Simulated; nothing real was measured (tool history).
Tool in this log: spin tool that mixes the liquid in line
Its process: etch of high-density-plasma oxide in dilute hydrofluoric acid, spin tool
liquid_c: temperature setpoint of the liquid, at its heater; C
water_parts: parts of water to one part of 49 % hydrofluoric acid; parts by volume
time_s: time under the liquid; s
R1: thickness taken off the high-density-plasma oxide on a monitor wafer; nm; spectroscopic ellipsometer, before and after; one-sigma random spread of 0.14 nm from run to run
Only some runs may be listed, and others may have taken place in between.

run 1 hour=0.0 | liquid_c=24.0 water_parts=100 time_s=275 | R1=20.367
run 2 hour=7.1 | liquid_c=24.0 water_parts=75 time_s=275 | R1=28.415
run 3 hour=12.0 | liquid_c=24.0 water_parts=75 time_s=275 | R1=28.743
run 4 hour=14.5 | liquid_c=22.0 water_parts=80 time_s=275 | R1=24.362
run 5 hour=17.2 | liquid_c=20.5 water_parts=80 time_s=275 | R1=22.842
run 6 hour=21.0 | liquid_c=23.0 water_parts=80 time_s=275 | R1=25.005

Run 7 comes next. What will it give?
run 7 hour=23.3 | liquid_c=21.0 water_parts=80 time_s=275 | R1=?

{"run 7": {"R1": 23.613}}

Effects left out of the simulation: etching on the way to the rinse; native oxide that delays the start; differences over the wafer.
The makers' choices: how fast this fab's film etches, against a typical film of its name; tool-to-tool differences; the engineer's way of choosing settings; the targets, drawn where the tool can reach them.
